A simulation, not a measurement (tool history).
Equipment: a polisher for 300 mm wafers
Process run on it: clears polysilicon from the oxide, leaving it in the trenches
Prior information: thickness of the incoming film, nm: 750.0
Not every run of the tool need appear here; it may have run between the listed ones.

| run | hour | flow of slurry (ml/min) | pressure of the wafer on the pad (psi) | speed of the pad under the wafer (cm/s) | overpolish time after the end point (s) | time until the end point was called (s) | dishing of a wide line in a test structure (Å) |
|---|---|---|---|---|---|---|---|
| 1 | 0 | 125 | 3.3 | 84 | 23 | 49.435 | 655.09 |
| 2 | 3.9 | 125 | 2.7 | 84 | 23 | 60.343 | 677.73 |
| 3 | 9.3 | 125 | 2.2 | 84 | 23 | 73.372 | 635.26 |
| 4 | 11.2 | 130 | 2.8 | 86 | 18 | 55.46 | 639.16 |
| 5 | 18.7 | 130 | 2.2 | 86 | 18 | 70.803 | 626.88 |
| 6 | 24.8 | 135 | 2.8 | 86 | 18 | 56.508 | 658.38 |

Predict the results of run 7:
| 7 | 31.3 | 130 | 3.3 | 86 | 17 | ? | ? |

{"run 7": {"time until the end point was called (s)": 47.064, "dishing of a wide line in a test structure (Å)": 652.29}}

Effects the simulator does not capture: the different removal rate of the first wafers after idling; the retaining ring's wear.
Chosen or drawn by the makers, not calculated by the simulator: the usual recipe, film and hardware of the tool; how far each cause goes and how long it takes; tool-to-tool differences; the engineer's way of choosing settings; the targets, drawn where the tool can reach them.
